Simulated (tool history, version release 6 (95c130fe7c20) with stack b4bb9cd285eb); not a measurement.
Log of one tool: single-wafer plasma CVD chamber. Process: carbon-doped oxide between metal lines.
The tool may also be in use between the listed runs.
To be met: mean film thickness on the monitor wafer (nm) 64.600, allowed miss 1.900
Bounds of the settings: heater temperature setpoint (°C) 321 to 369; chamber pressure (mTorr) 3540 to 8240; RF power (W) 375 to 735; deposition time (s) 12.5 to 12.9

run    day  heater temperature setpoint (°C)  chamber pressure (mTorr)  RF power (W)  deposition time (s)  mean film thickness on the monitor wafer (nm)
  1  0.000                               345                      5890           555                 12.5                                         76.055
  2  0.275                               345                      5890           555                 12.5                                         76.241
  3  0.538                               338                      5890           555                 12.5                                         78.268
  4  0.821                               344                      5890           555                 12.5                                         76.458
  5  1.033                               347                      5720           525                 12.5                                         73.323
  6  1.079                               347                      5720           565                 12.5                                         76.470
  7  1.117                               347                      5720           565                 12.5                                         76.448
  8  1.467                               350                      5610           535                 12.5                                         72.912
  9  1.738                               352                      5500           515                 12.5                                         71.235
 10  2.108                               354                      5430           495                 12.5                                         69.454
 11  2.150                               355                      5370           480                 12.5                                         67.897

5 next moves are on the table. One of them brings every result within its allowed miss. Which?
  A  2.192                               355                      5560           435                 12.5                                              ?
  B  2.192                               355                      4760           500                 12.8                                              ?
  C  2.192                               364                      5750           390                 12.5                                              ?
  D  2.192                               352                      5370           385                 12.5                                              ?
  E  2.192                               362                      5380           405                 12.5                                              ?

move  mean film thickness on the monitor wafer (nm)
   A                                         65.486
   B                                         69.649
   C                                         60.535
   D                                         61.599
   E                                         61.459
A: meets every target
B: further off than the last run
C: takes the result that was furthest off past its target
D: takes the result that was furthest off past its target
E: takes the result that was furthest off past its target
Move A is the one to make.
